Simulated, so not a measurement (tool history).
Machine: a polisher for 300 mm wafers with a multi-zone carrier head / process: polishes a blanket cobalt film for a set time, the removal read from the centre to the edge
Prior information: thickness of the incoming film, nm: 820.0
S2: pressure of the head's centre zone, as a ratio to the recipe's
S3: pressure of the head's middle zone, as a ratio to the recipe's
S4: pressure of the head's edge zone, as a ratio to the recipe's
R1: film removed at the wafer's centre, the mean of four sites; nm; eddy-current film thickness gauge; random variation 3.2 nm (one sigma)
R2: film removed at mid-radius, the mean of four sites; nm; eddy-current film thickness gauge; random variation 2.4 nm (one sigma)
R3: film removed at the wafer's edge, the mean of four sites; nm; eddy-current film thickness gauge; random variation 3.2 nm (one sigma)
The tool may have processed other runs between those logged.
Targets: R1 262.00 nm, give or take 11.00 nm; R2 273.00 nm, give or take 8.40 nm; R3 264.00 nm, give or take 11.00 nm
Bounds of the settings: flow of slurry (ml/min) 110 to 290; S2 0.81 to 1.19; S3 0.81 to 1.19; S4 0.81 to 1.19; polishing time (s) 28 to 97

Run 1, hour 0.0: flow of slurry (ml/min) 185, S2 1.00, S3 1.00, S4 1.00, polishing time (s) 62. Result: R1 209.55 nm, R2 212.84 nm, R3 222.93 nm.
Run 2, hour 8.6: flow of slurry (ml/min) 185, S2 1.00, S3 1.00, S4 1.00, polishing time (s) 69. Result: R1 231.16 nm, R2 232.47 nm, R3 245.90 nm.
Run 3, hour 14.7: flow of slurry (ml/min) 195, S2 1.01, S3 1.02, S4 1.00, polishing time (s) 69. Result: R1 236.94 nm, R2 244.91 nm, R3 249.60 nm.
Run 4, hour 16.6: flow of slurry (ml/min) 195, S2 1.08, S3 1.02, S4 1.00, polishing time (s) 69. Result: R1 250.23 nm, R2 242.01 nm, R3 249.33 nm.
Run 5, hour 24.9: flow of slurry (ml/min) 205, S2 1.08, S3 1.03, S4 1.00, polishing time (s) 69. Result: R1 251.23 nm, R2 246.36 nm, R3 250.03 nm.
Run 6, hour 28.3: flow of slurry (ml/min) 205, S2 1.08, S3 1.03, S4 1.00, polishing time (s) 62. Result: R1 232.68 nm, R2 221.72 nm, R3 227.26 nm.
Run 7, hour 36.0: flow of slurry (ml/min) 210, S2 1.08, S3 1.05, S4 1.02, polishing time (s) 63. Result: R1 235.94 nm, R2 229.26 nm, R3 232.13 nm.
Run 8, hour 40.9: flow of slurry (ml/min) 215, S2 1.08, S3 1.06, S4 1.03, polishing time (s) 64. Result: R1 240.17 nm, R2 236.17 nm, R3 236.35 nm.
Run 9, hour 45.1: flow of slurry (ml/min) 220, S2 1.08, S3 1.07, S4 1.04, polishing time (s) 65. Result: R1 239.50 nm, R2 241.43 nm, R3 240.74 nm.
Run 10, hour 51.0: flow of slurry (ml/min) 225, S2 1.08, S3 1.08, S4 1.05, polishing time (s) 66. Result: R1 246.56 nm, R2 248.65 nm, R3 248.35 nm.
Run 11, hour 55.6: flow of slurry (ml/min) 230, S2 1.08, S3 1.09, S4 1.05, polishing time (s) 66. Result: R1 250.47 nm, R2 256.07 nm, R3 250.46 nm.
Run 12, hour 62.2: flow of slurry (ml/min) 235, S2 1.08, S3 1.09, S4 1.05, polishing time (s) 66. Result: R1 250.07 nm, R2 250.81 nm, R3 253.41 nm.
Run 13, hour 70.3: flow of slurry (ml/min) 240, S2 1.08, S3 1.10, S4 1.05, polishing time (s) 66. Result: R1 256.99 nm, R2 257.37 nm, R3 250.42 nm.
Run 14, hour 72.0: flow of slurry (ml/min) 240, S2 1.08, S3 1.10, S4 1.06, polishing time (s) 66. Result: R1 251.73 nm, R2 256.74 nm, R3 250.78 nm.
Run 15, hour 77.2: flow of slurry (ml/min) 245, S2 1.08, S3 1.10, S4 1.07, polishing time (s) 66. Result: R1 245.94 nm, R2 258.71 nm, R3 261.14 nm.

Pick the move, out of 4, that brings all results within their allowed miss; only one does.
Run A, hour 82.4: flow of slurry (ml/min) 220, S2 1.09, S3 1.00, S4 1.02, polishing time (s) 70. Result: R1 ?, R2 ?, R3 ?.
Run B, hour 82.4: flow of slurry (ml/min) 235, S2 1.19, S3 1.02, S4 0.90, polishing time (s) 71. Result: R1 ?, R2 ?, R3 ?.
Run C, hour 82.4: flow of slurry (ml/min) 245, S2 1.11, S3 1.14, S4 1.09, polishing time (s) 68. Result: R1 ?, R2 ?, R3 ?.
Run D, hour 82.4: flow of slurry (ml/min) 290, S2 1.08, S3 1.14, S4 1.13, polishing time (s) 73. Result: R1 ?, R2 ?, R3 ?.

move      R1      R2      R3
   A  261.49  245.39  260.70
   B  288.59  255.10  250.79
   C  262.21  269.24  263.99
   D  280.84  294.56  292.79
A: moves away from the targets compared with the last run
B: moves away from the targets compared with the last run
C: every result lands within tolerance
D: takes the result that was furthest off past its target
C meets every target.

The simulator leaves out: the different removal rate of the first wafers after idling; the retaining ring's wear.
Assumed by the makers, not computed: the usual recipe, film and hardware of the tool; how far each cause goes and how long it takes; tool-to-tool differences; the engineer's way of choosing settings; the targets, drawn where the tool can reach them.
